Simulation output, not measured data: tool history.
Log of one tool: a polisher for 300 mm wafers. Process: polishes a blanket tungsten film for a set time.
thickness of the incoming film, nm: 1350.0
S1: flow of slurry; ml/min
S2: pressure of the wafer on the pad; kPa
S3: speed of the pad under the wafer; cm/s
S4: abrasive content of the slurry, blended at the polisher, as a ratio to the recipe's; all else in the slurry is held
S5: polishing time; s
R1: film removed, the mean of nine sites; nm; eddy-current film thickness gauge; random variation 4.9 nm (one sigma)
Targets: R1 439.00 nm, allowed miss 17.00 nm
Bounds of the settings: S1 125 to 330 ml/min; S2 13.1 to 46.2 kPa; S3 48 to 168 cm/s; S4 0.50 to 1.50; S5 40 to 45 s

| run | hour | S1 | S2 | S3 | S4 | S5 | R1 |
|---|---|---|---|---|---|---|---|
| 1 | 0.0 | 210 | 29.6 | 108 | 1.00 | 45 | 272.03 |
| 2 | 1.6 | 210 | 26.9 | 108 | 1.00 | 45 | 242.85 |
| 3 | 8.8 | 210 | 29.6 | 108 | 1.00 | 45 | 271.95 |
| 4 | 13.2 | 210 | 29.6 | 108 | 1.00 | 40 | 235.47 |
| 5 | 15.7 | 210 | 32.4 | 110 | 1.00 | 40 | 262.93 |
| 6 | 17.3 | 210 | 34.5 | 114 | 1.00 | 40 | 282.96 |
| 7 | 24.0 | 210 | 34.5 | 114 | 1.00 | 40 | 282.10 |
| 8 | 29.1 | 210 | 36.5 | 118 | 1.00 | 40 | 304.79 |
| 9 | 35.3 | 210 | 37.9 | 122 | 1.00 | 40 | 322.02 |
| 10 | 35.9 | 210 | 39.3 | 124 | 1.00 | 40 | 343.02 |
| 11 | 38.7 | 210 | 40.7 | 126 | 1.00 | 40 | 356.13 |

4 next moves are on the table. One of them brings every result within its allowed miss. Which?
| A | 41.5 | 275 | 46.2 | 104 | 1.00 | 44 | ? |
| B | 41.5 | 225 | 36.5 | 96 | 0.95 | 40 | ? |
| C | 41.5 | 205 | 46.2 | 150 | 0.80 | 43 | ? |
| D | 41.5 | 230 | 36.5 | 130 | 1.25 | 45 | ? |

| move | R1 |
|---|---|
| A | 401.78 |
| B | 269.73 |
| C | 447.15 |
| D | 401.82 |
A: nearer than the last run, and not there yet
B: further off than the last run
C: meets every target
D: nearer than the last run, and not there yet
Move C is the one to make.

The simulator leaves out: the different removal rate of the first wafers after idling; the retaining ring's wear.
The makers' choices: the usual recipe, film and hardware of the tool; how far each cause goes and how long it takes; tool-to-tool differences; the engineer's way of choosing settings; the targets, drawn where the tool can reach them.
